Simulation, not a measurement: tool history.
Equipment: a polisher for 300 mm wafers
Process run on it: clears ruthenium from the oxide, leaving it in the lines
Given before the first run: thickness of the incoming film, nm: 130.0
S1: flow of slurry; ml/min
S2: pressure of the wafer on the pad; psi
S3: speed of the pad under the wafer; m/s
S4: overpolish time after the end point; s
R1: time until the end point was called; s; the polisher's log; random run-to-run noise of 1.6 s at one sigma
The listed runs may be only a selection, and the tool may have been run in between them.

run,day,S1,S2,S3,S4,R1
1,0,170,2,1.08,29,89.912
2,0.262,170,2,1.08,29,90.485
3,0.479,170,1.8,1.08,29,99.427
4,0.638,145,1.8,1.08,29,103.96
5,1.004,145,1.8,0.98,29,110.28
6,1.375,145,1.8,1.2,29,93.175
7,1.679,140,1.6,1.2,29,108.04
8,2.004,140,1.6,1.2,29,104.95

Expected results for the next run?
9,2.342,135,1.5,1.2,29,?

Run 9 yielded R1 116.35 s.
